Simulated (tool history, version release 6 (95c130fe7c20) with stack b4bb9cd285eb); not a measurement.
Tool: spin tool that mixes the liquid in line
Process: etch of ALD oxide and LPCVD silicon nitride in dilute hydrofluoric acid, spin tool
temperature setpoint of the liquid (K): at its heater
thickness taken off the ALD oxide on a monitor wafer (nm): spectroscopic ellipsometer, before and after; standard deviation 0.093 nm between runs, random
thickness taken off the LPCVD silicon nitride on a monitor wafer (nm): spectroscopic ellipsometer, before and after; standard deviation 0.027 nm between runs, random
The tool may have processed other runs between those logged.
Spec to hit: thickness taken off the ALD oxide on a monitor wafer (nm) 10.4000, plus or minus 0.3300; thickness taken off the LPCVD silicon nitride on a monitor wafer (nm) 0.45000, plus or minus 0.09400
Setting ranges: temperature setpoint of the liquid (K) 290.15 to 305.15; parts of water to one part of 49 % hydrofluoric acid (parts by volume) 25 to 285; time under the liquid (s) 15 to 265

| run | hour | temperature setpoint of the liquid (K) | parts of water to one part of 49 % hydrofluoric acid (parts by volume) | time under the liquid (s) | thickness taken off the ALD oxide on a monitor wafer (nm) | thickness taken off the LPCVD silicon nitride on a monitor wafer (nm) |
|---|---|---|---|---|---|---|
| 1 | 0.0 | 297.15 | 155 | 135 | 12.5610 | 0.42061 |
| 2 | 6.4 | 297.15 | 165 | 135 | 11.6770 | 0.39703 |
| 3 | 10.1 | 297.15 | 190 | 135 | 9.9203 | 0.33333 |
| 4 | 12.1 | 294.65 | 190 | 135 | 8.9308 | 0.30453 |
| 5 | 13.0 | 294.65 | 190 | 115 | 7.4453 | 0.21819 |
| 6 | 18.2 | 294.65 | 190 | 70 | 4.6623 | 0.15940 |
| 7 | 20.5 | 297.15 | 175 | 70 | 5.6409 | 0.19052 |
| 8 | 25.0 | 299.15 | 160 | 70 | 6.8400 | 0.23989 |
|  | 33.2 | thermometer replaced |
| 9 | 33.2 | 300.65 | 155 | 70 | 7.7256 | 0.33248 |
| 10 | 41.0 | 301.15 | 110 | 70 | 11.9470 | 0.41899 |
| 11 | 42.8 | 301.65 | 115 | 70 | 11.4610 | 0.38242 |
| 12 | 50.5 | 302.15 | 120 | 70 | 11.1050 | 0.45524 |
| 13 | 56.8 | 302.15 | 135 | 70 | 9.6632 | 0.38012 |

Next run, 5 choices. One meets every target within its allowed miss, the rest don't. Which?
| A | 63.1 | 303.65 | 140 | 65 | ? | ? |
| B | 63.1 | 305.15 | 235 | 110 | ? | ? |
| C | 63.1 | 301.65 | 150 | 80 | ? | ? |
| D | 63.1 | 305.15 | 155 | 80 | ? | ? |
| E | 63.1 | 305.15 | 215 | 100 | ? | ? |

| move | thickness taken off the ALD oxide on a monitor wafer (nm) | thickness taken off the LPCVD silicon nitride on a monitor wafer (nm) |
|---|---|---|
| A | 9.0687 | 0.39632 |
| B | 8.5235 | 0.43133 |
| C | 9.5626 | 0.40215 |
| D | 10.4200 | 0.48154 |
| E | 8.6824 | 0.42990 |
A: lands further from the targets than the last run did
B: lands further from the targets than the last run did
C: lands further from the targets than the last run did
D: every result lands within tolerance
E: lands further from the targets than the last run did
Correct choice: D, which meets every target
